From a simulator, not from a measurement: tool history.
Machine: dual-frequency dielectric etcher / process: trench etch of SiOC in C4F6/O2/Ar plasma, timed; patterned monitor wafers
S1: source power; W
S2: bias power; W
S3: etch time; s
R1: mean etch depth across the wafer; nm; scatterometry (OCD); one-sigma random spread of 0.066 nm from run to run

run 1 hour=0 | S1=250 S2=177 S3=13.5 | R1=21.493
run 2 hour=8.3 | S1=240 S2=175 S3=13.5 | R1=21.134
run 3 hour=10.7 | S1=240 S2=205 S3=13.5 | R1=22.587
run 4 hour=15.6 | S1=230 S2=200 S3=13.5 | R1=22.054
run 5 hour=19.3 | S1=220 S2=195 S3=13.5 | R1=21.754
run 6 hour=26.4 | S1=250 S2=195 S3=13.5 | R1=22.374

Forecast run 7:
run 7 hour=31.1 | S1=240 S2=189 S3=13.5 | R1=?

{"run 7": {"R1": 21.912}}

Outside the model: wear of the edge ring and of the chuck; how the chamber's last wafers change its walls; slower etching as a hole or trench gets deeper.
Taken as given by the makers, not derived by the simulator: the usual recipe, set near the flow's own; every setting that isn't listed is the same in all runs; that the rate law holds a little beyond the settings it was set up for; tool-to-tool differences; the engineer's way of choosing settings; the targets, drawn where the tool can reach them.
